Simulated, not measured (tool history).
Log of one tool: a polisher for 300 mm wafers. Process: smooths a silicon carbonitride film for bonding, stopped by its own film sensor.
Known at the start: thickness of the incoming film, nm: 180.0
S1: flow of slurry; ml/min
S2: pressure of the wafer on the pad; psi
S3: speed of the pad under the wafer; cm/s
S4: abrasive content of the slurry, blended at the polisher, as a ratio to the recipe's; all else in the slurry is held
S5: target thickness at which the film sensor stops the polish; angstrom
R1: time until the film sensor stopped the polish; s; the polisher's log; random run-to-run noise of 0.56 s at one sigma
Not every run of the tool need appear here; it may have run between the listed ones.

run    day   S1   S2  S3  S4    S5      R1
  1      0  185  1.8  94   1  1680  48.017
  2  0.362  185  1.5  94   1  1680  55.748
  3  0.421  165  1.5  94   1  1680   57.59
  4   0.65  165  1.7  96   1  1680  49.855
  5      1  190  1.7  96   1  1680  48.353
     1.279  -- slurry nozzle cleaned
  6  1.279  155  1.7  96   1  1680  47.782
  7  1.338  155  1.8  96   1  1680   46.85

What does the tool deliver on the next run?
  8  1.438  155  1.9  98   1  1680   ?

Run 8 yielded R1 43.348 s.

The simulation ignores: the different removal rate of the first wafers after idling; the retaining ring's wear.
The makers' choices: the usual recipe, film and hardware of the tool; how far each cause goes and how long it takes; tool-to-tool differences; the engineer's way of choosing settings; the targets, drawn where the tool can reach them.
